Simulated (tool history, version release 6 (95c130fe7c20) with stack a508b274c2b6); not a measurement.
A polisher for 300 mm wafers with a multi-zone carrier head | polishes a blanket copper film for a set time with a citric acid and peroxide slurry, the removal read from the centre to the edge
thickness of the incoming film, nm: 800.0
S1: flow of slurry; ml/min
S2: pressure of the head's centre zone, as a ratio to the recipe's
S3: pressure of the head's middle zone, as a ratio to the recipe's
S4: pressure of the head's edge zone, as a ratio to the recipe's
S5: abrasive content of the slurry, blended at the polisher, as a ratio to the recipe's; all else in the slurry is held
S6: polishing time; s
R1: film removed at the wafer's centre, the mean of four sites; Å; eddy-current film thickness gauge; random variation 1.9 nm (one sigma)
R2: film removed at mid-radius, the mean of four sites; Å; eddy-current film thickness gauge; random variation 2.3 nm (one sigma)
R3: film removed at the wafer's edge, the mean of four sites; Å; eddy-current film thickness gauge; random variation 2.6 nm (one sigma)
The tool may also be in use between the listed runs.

{"run": 1, "hour": 0.0, "S1": 170, "S2": 1, "S3": 1, "S4": 1, "S5": 1, "S6": 87, "R1": 1806.6, "R2": 1777, "R3": 1774.7}
{"run": 2, "hour": 8.1, "S1": 180, "S2": 0.98, "S3": 1.03, "S4": 1.04, "S5": 1.15, "S6": 88, "R1": 1888, "R2": 1933.3, "R3": 1903.9}
{"run": 3, "hour": 12.9, "S1": 190, "S2": 0.95, "S3": 1.05, "S4": 1.08, "S5": 1.25, "S6": 89, "R1": 1937.1, "R2": 2058.4, "R3": 2019.3}
{"run": 4, "hour": 18.6, "S1": 200, "S2": 0.93, "S3": 1.06, "S4": 1.11, "S5": 1.3, "S6": 90, "R1": 1965.9, "R2": 2140.4, "R3": 2124.3}
{"run": 5, "hour": 19.8, "S1": 200, "S2": 0.88, "S3": 1.06, "S4": 1.11, "S5": 1.3, "S6": 90, "R1": 1872.8, "R2": 2156, "R3": 2118.1}
{"run": 6, "hour": 22.0, "S1": 240, "S2": 0.88, "S3": 1.06, "S4": 1.11, "S5": 1.3, "S6": 90, "R1": 1889.9, "R2": 2176.3, "R3": 2137.5}

Forecast run 7:
{"run": 7, "hour": 23.8, "S1": 240, "S2": 0.88, "S3": 1.07, "S4": 1.13, "S5": 1.35, "S6": 90, "R1": "?", "R2": "?", "R3": "?"}

{"run 7": {"R1": 1942.7, "R2": 2265.7, "R3": 2150.1}}
